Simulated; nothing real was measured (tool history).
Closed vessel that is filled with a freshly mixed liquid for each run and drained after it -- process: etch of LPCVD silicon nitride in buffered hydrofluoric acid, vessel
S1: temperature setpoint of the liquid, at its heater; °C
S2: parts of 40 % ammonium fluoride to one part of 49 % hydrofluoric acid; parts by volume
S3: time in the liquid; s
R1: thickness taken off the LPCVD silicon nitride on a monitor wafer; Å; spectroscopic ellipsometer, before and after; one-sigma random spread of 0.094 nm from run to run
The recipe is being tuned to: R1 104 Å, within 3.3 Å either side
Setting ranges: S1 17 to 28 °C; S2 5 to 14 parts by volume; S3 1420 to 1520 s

run    day  S1    S2    S3      R1
  1      0  20   8.5  1420  164.03
  2  0.067  18   8.5  1420  144.26
  3  0.225  17   8.5  1420  136.66
  4  0.271  17     9  1420     130
  5  0.538  17   9.5  1420  124.37
  6  0.733  17    10  1420  120.36
  7  1.021  17  10.5  1420  114.71
  8  1.288  17    11  1420  108.28

Which one of the following 5 next-run settings gets every result inside its allowed miss? There is exactly one.
  A  1.554  17  11.5  1515   ?
  B  1.554  17  11.5  1470   ?
  C  1.554  17  11.5  1420   ?
  D  1.554  17  11.5  1510   ?
  E  1.554  17    11  1480   ?

move      R1
   A  111.67
   B  108.36
   C  104.67
   D  111.31
   E  113.94
A: its largest miss is bigger than the last run's
B: no nearer and no further than the last run
C: all results in spec
D: its largest miss is bigger than the last run's
E: its largest miss is bigger than the last run's
C meets every target.

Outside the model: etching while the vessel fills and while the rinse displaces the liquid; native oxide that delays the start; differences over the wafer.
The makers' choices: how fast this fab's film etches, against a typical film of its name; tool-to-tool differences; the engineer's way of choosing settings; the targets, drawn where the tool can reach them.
